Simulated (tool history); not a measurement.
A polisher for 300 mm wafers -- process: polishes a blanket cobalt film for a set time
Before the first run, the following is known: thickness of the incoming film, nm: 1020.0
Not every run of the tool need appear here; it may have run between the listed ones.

run    day  flow of slurry (ml/min)  pressure of the wafer on the pad (psi)  speed of the pad under the wafer (cm/s)  polishing time (s)  film removed (angstrom)
  1  0.000                      315                                     2.0                                      110                  34                   1604.8
  2  0.158                      365                                     2.0                                      110                  34                   1624.8
  3  0.196                      365                                     2.0                                       96                  34                   1434.3
  4  0.367                      365                                     2.0                                       96                  34                   1451.9
  5  0.471                      365                                     1.9                                       96                  34                   1362.3
  6  0.621                      365                                     1.9                                      120                  34                   1636.6
  7  0.675                      365                                     1.8                                      120                  34                   1601.4
  8  0.921                      365                                     1.7                                      118                  34                   1459.2
  9  1.021                      365                                     1.6                                      118                  34                   1406.8
 10  1.154                      365                                     1.5                                      116                  34                   1270.5
 11  1.429                      365                                     1.5                                      116                  34                   1266.0
 12  1.512                      365                                     1.4                                      116                  34                   1173.0

Run 13 is up next; what results do you expect?
 13  1.829                      365                                     1.2                                      116                  34                        ?

Run 13 produced film removed (angstrom) 1027.6.
